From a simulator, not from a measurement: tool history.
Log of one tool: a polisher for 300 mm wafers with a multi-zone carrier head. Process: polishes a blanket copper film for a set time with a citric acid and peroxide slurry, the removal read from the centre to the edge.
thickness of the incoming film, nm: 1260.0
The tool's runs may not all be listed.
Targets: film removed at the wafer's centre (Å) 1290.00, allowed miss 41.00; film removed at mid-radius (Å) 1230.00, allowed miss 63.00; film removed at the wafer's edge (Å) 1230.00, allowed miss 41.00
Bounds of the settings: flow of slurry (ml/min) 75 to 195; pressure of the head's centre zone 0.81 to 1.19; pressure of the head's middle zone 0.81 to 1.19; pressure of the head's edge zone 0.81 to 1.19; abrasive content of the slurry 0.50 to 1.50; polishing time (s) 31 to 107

run	day	flow of slurry (ml/min)	pressure of the head's centre zone	pressure of the head's middle zone	pressure of the head's edge zone	abrasive content of the slurry	polishing time (s)	film removed at the wafer's centre (Å)	film removed at mid-radius (Å)	film removed at the wafer's edge (Å)
1	0.000	125	1.00	1.00	1.00	1.00	69	906.79	930.02	885.00
2	0.242	135	1.02	1.00	1.03	1.10	71	1018.50	1003.40	975.13
3	0.550	135	1.02	1.00	1.03	1.20	71	1042.60	1024.30	974.25
4	0.583	135	1.02	1.00	1.03	1.20	79	1138.60	1128.50	1090.50
5	0.875	145	1.02	1.00	1.05	1.20	79	1165.40	1119.90	1111.60
6	0.958	145	1.02	1.06	1.05	1.20	79	1157.60	1200.10	1106.00
7	1.167	150	1.02	1.05	1.07	1.20	79	1154.40	1208.00	1100.50
8	1.542	150	1.02	1.03	1.08	1.25	80	1209.30	1228.70	1145.60
9	1.721	155	1.02	1.01	1.10	1.25	80	1204.80	1203.70	1177.00
10	2.038	160	1.03	1.01	1.10	1.25	80	1230.10	1219.00	1194.10
11	2.238	165	1.04	1.01	1.10	1.25	80	1256.70	1217.60	1173.70
12	2.529	165	1.04	1.00	1.11	1.25	80	1244.50	1195.60	1198.70

Which of these 4 next moves meets every target?
A	2.821	165	1.08	1.04	1.19	1.50	76	?	?	?
B	2.821	160	0.99	0.90	1.12	1.00	84	?	?	?
C	2.821	165	1.14	1.04	1.07	1.15	80	?	?	?
D	2.821	180	0.98	0.96	1.13	1.35	79	?	?	?

move	film removed at the wafer's centre (Å)	film removed at mid-radius (Å)	film removed at the wafer's edge (Å)
A	1292.60	1214.20	1228.30
B	1166.90	1081.20	1178.30
C	1339.10	1191.10	1141.20
D	1203.30	1175.90	1222.60
A: meets every target
B: further off than the last run
C: takes the result that was furthest off past its target
D: further off than the last run
The right move is A.
